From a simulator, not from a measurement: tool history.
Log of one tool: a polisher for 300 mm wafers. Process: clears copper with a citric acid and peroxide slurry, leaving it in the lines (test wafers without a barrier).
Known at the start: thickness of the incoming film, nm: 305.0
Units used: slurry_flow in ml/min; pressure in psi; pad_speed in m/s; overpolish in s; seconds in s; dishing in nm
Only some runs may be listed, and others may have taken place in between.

run	hour	slurry_flow	pressure	pad_speed	slurry_solids	overpolish	seconds	dishing
1	0.0	175	3.5	1.08	1.0	26	112.850	44.894
2	1.6	175	4.0	1.10	1.0	26	96.961	52.995
3	4.9	175	4.0	1.34	1.0	26	81.381	60.557
4	7.8	145	4.0	1.34	1.0	26	81.894	61.289
5	10.9	145	4.0	1.34	1.0	22	82.040	51.799
6	12.3	145	4.3	1.34	1.0	23	76.461	55.318

Run 7 comes next. What will it give?
7	16.1	145	4.5	1.36	1.0	24	?	?

{"run 7": {"seconds": 69.495, "dishing": 61.561}}
